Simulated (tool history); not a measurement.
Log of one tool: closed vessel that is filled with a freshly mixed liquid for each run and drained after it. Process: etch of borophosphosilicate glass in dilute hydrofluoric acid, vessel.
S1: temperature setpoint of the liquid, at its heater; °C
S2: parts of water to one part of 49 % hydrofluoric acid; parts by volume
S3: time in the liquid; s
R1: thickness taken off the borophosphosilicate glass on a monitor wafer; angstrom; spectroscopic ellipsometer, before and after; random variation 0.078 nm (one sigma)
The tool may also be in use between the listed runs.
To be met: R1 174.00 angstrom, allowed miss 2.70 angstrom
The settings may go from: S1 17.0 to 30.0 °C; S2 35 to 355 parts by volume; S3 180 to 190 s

| run | day | S1 | S2 | S3 | R1 |
|---|---|---|---|---|---|
| 1 | 0.000 | 22.0 | 195 | 180 | 314.26 |
| 2 | 0.154 | 20.5 | 215 | 180 | 262.94 |
| 3 | 0.304 | 20.5 | 170 | 180 | 351.22 |
| 4 | 0.688 | 20.5 | 145 | 180 | 420.87 |
| 5 | 0.804 | 22.0 | 145 | 180 | 445.75 |
| 6 | 1.054 | 22.0 | 145 | 190 | 474.70 |
| 7 | 1.317 | 20.5 | 190 | 190 | 324.31 |
| 8 | 1.475 | 19.5 | 215 | 190 | 267.02 |
| 9 | 1.696 | 18.5 | 230 | 190 | 237.59 |
| 10 | 1.812 | 18.0 | 245 | 190 | 215.57 |
| 11 | 2.083 | 17.5 | 255 | 190 | 201.76 |
| 12 | 2.142 | 17.5 | 260 | 190 | 198.34 |
| 13 | 2.325 | 17.5 | 265 | 190 | 194.38 |
| 14 | 2.600 | 17.5 | 270 | 190 | 187.51 |
| 15 | 2.804 | 17.5 | 275 | 190 | 185.29 |
| 16 | 3.133 | 17.5 | 280 | 190 | 179.75 |

Which of these 5 next moves meets every target?
| A | 3.462 | 17.0 | 290 | 185 | ? |
| B | 3.462 | 18.5 | 295 | 180 | ? |
| C | 3.462 | 17.0 | 260 | 180 | ? |
| D | 3.462 | 17.0 | 270 | 180 | ? |
| E | 3.462 | 17.0 | 265 | 190 | ? |

| move | R1 |
|---|---|
| A | 163.13 |
| B | 164.39 |
| C | 181.62 |
| D | 173.39 |
| E | 187.28 |
A: takes the result that was furthest off past its target
B: takes the result that was furthest off past its target
C: further off than the last run
D: meets every target
E: further off than the last run
Answer: D
